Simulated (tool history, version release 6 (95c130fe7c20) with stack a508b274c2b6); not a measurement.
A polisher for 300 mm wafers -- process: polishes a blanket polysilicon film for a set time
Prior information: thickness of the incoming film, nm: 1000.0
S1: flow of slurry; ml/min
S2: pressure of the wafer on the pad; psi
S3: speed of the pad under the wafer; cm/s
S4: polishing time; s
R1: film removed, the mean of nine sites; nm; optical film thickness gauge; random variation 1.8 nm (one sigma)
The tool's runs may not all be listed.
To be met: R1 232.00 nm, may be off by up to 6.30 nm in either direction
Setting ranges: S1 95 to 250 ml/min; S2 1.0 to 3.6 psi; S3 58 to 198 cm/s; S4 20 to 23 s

| run | hour | S1 | S2 | S3 | S4 | R1 |
|---|---|---|---|---|---|---|
| 1 | 0.0 | 160 | 2.3 | 128 | 23 | 163.56 |
| 2 | 1.9 | 160 | 2.3 | 128 | 23 | 161.26 |
| 3 | 4.3 | 165 | 2.5 | 128 | 23 | 173.64 |
| 4 | 6.5 | 165 | 2.5 | 142 | 23 | 190.69 |
| 5 | 13.8 | 165 | 2.6 | 142 | 23 | 199.30 |
| 6 | 15.4 | 165 | 2.6 | 124 | 23 | 174.84 |
| 7 | 19.9 | 165 | 2.8 | 124 | 23 | 186.07 |
| 8 | 24.1 | 170 | 2.9 | 124 | 23 | 191.33 |
| 9 | 32.7 | 170 | 3.0 | 124 | 23 | 194.66 |

Of the 5 settings listed for the next run, only one would bring every result within its allowed miss of target. Which one?
| A | 41.3 | 145 | 3.4 | 102 | 20 | ? |
| B | 41.3 | 160 | 2.8 | 122 | 20 | ? |
| C | 41.3 | 170 | 2.5 | 134 | 21 | ? |
| D | 41.3 | 220 | 2.9 | 168 | 23 | ? |
| E | 41.3 | 170 | 3.3 | 134 | 23 | ? |

| move | R1 |
|---|---|
| A | 154.48 |
| B | 158.46 |
| C | 167.64 |
| D | 266.22 |
| E | 230.52 |
A: its largest miss is bigger than the last run's
B: its largest miss is bigger than the last run's
C: its largest miss is bigger than the last run's
D: moves the result that the last run missed by most past its target, out the other side
E: hits every target within its allowed miss
The right move is E.
